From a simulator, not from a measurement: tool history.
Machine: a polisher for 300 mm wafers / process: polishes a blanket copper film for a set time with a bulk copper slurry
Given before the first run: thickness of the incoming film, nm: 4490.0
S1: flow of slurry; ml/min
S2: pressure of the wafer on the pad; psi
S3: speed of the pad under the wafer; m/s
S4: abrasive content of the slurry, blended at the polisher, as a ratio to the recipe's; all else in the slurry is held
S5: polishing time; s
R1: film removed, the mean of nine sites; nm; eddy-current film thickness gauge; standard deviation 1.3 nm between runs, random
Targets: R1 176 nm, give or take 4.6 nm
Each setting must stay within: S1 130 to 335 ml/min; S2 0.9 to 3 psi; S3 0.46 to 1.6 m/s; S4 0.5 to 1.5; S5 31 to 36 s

| run | hour | S1 | S2 | S3 | S4 | S5 | R1 |
|---|---|---|---|---|---|---|---|
| 1 | 0 | 215 | 1.9 | 1.02 | 1 | 36 | 206.41 |
| 2 | 7 | 210 | 1.8 | 1.02 | 1 | 36 | 201.27 |
| 3 | 15.3 | 210 | 1.7 | 1.02 | 1 | 36 | 189.49 |
| 4 | 19 | 210 | 1.6 | 1.02 | 1 | 36 | 183.16 |
| 5 | 22.1 | 210 | 1.2 | 1.02 | 1 | 36 | 157.05 |
| 6 | 23.6 | 240 | 1.2 | 1.02 | 1 | 36 | 160.78 |
| 7 | 24.9 | 255 | 1.2 | 1.02 | 1 | 36 | 160.93 |
| 8 | 33.1 | 260 | 1.3 | 1.02 | 1 | 36 | 167.25 |

Which single option among these 5 for the next run brings every result within its allowed miss of target? Just one does.
| A | 41.3 | 225 | 1.5 | 1.04 | 1.2 | 31 | ? |
| B | 41.3 | 255 | 1.4 | 0.94 | 1 | 36 | ? |
| C | 41.3 | 305 | 1.4 | 1 | 0.75 | 35 | ? |
| D | 41.3 | 250 | 1.3 | 1.1 | 0.95 | 35 | ? |
| E | 41.3 | 310 | 1.1 | 1.14 | 0.8 | 35 | ? |

| move | R1 |
|---|---|
| A | 163.35 |
| B | 162.06 |
| C | 161.54 |
| D | 173.4 |
| E | 162.25 |
A: further off than the last run
B: further off than the last run
C: further off than the last run
D: all results in spec
E: further off than the last run
Correct choice: D, which meets every target

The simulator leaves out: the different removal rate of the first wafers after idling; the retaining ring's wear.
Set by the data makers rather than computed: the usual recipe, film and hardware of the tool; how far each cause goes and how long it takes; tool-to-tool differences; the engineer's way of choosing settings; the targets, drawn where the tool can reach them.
